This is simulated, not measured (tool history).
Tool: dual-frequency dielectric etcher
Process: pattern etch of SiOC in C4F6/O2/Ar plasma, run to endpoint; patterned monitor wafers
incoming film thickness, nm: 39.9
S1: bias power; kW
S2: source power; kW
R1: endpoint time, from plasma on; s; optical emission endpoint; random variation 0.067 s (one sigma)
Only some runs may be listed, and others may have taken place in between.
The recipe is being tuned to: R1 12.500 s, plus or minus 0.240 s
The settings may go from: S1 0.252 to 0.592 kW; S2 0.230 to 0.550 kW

run 1 hour=0.0 | S1=0.422 S2=0.390 | R1=14.837
run 2 hour=2.6 | S1=0.466 S2=0.400 | R1=14.471
run 3 hour=8.5 | S1=0.528 S2=0.400 | R1=13.775
run 4 hour=10.4 | S1=0.528 S2=0.370 | R1=14.189
run 5 hour=12.7 | S1=0.547 S2=0.400 | R1=13.560
run 6 hour=17.7 | S1=0.592 S2=0.400 | R1=13.169
run 7 hour=20.1 | S1=0.592 S2=0.420 | R1=12.978
run 8 hour=23.4 | S1=0.592 S2=0.430 | R1=12.926
run 9 hour=31.2 | S1=0.592 S2=0.440 | R1=12.766

Consider the 4 candidate settings below. Which is the only one whose results all fall within their allowed miss of target?
run A hour=39.0 | S1=0.592 S2=0.500 | R1=?
run B hour=39.0 | S1=0.539 S2=0.450 | R1=?
run C hour=39.0 | S1=0.592 S2=0.460 | R1=?
run D hour=39.0 | S1=0.592 S2=0.520 | R1=?

move=A R1=12.134
move=B R1=13.033
move=C R1=12.552
move=D R1=11.944
A: moves the result that the last run missed by most past its target, out the other side
B: its largest miss is bigger than the last run's
C: every result within its allowed miss
D: moves the result that the last run missed by most past its target, out the other side
C is the move that brings every result within its allowed miss.
